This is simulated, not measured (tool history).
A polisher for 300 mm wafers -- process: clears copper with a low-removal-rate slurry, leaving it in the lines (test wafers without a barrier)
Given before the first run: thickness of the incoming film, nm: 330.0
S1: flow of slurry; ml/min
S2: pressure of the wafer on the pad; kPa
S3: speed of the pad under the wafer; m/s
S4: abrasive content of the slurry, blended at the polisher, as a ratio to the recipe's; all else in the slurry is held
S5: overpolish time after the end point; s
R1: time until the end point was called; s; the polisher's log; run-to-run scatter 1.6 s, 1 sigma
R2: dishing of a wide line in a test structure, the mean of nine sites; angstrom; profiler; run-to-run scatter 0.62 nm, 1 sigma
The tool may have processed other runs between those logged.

Run 1, hour 0: S1 225 ml/min, S2 22.1 kPa, S3 0.88 m/s, S4 1, S5 27 s. Result: R1 107.22 s, R2 450.44 angstrom.
Run 2, hour 2.4: S1 225 ml/min, S2 22.1 kPa, S3 0.88 m/s, S4 1.15, S5 27 s. Result: R1 105.89 s, R2 457.41 angstrom.
Run 3, hour 11.3: S1 225 ml/min, S2 22.1 kPa, S3 0.72 m/s, S4 1.15, S5 27 s. Result: R1 121.35 s, R2 424.08 angstrom.
Run 4, hour 12.7: S1 250 ml/min, S2 22.1 kPa, S3 0.72 m/s, S4 1.15, S5 27 s. Result: R1 120.96 s, R2 430.8 angstrom.
Run 5, hour 19.1: S1 250 ml/min, S2 22.1 kPa, S3 0.72 m/s, S4 1.15, S5 34 s. Result: R1 118.09 s, R2 486.7 angstrom.
Run 6, hour 22: S1 250 ml/min, S2 22.1 kPa, S3 0.72 m/s, S4 1.05, S5 34 s. Result: R1 123.75 s, R2 476.01 angstrom.

Expected results for the next run?
Run 7, hour 24.5: S1 255 ml/min, S2 28.3 kPa, S3 0.76 m/s, S4 1.05, S5 30 s. Result: R1 ?, R2 ?.

Logged for run 7: R1 97.263 s, R2 519.13 angstrom.
